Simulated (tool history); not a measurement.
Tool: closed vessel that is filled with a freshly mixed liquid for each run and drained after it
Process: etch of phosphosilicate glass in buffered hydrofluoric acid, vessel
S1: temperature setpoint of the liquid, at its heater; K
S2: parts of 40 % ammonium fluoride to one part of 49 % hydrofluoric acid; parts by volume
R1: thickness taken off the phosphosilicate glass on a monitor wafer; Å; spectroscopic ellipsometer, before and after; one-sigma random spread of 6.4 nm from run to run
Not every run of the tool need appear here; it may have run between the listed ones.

Run 1, hour 0: S1 294.15 K, S2 8.5 parts by volume, time in the liquid (s) 90. Result: R1 8824 Å.
Run 2, hour 5.4: S1 294.15 K, S2 8.5 parts by volume, time in the liquid (s) 100. Result: R1 9864.4 Å.
Run 3, hour 12.9: S1 297.15 K, S2 8.5 parts by volume, time in the liquid (s) 100. Result: R1 11705 Å.
Run 4, hour 20.4: S1 297.15 K, S2 8.5 parts by volume, time in the liquid (s) 100. Result: R1 11712 Å.
Run 5, hour 23.1: S1 295.15 K, S2 9 parts by volume, time in the liquid (s) 100. Result: R1 9695.3 Å.
Run 6, hour 26.8: S1 295.15 K, S2 7.5 parts by volume, time in the liquid (s) 100. Result: R1 11831 Å.
Run 7, hour 28.3: S1 293.65 K, S2 8.5 parts by volume, time in the liquid (s) 100. Result: R1 9572 Å.
Run 8, hour 31.2: S1 292.65 K, S2 9 parts by volume, time in the liquid (s) 100. Result: R1 8700.1 Å.
Run 9, hour 38: S1 291.65 K, S2 9.5 parts by volume, time in the liquid (s) 100. Result: R1 7923.1 Å.

Run 10, settings as shown, results not yet in. Your forecast:
Run 10, hour 45.6: S1 291.15 K, S2 10 parts by volume, time in the liquid (s) 100. Result: R1 ?.

{"run 10": {"R1": 7311.7}}
